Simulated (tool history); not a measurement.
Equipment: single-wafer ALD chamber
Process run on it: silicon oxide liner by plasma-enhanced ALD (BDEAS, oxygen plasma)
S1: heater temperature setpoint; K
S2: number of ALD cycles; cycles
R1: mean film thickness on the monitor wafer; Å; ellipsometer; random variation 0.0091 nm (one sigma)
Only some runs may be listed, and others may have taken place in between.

run	hour	S1	S2	R1
1	0.0	583.15	54	48.834
2	1.8	583.15	60	54.139
3	4.1	584.15	59	53.341
4	5.1	584.15	58	52.349
5	7.4	595.15	58	51.727
6	15.3	600.15	58	51.207

The next listed run, before its measurement:
7	20.9	600.15	57	?

R1: 50.542 Å

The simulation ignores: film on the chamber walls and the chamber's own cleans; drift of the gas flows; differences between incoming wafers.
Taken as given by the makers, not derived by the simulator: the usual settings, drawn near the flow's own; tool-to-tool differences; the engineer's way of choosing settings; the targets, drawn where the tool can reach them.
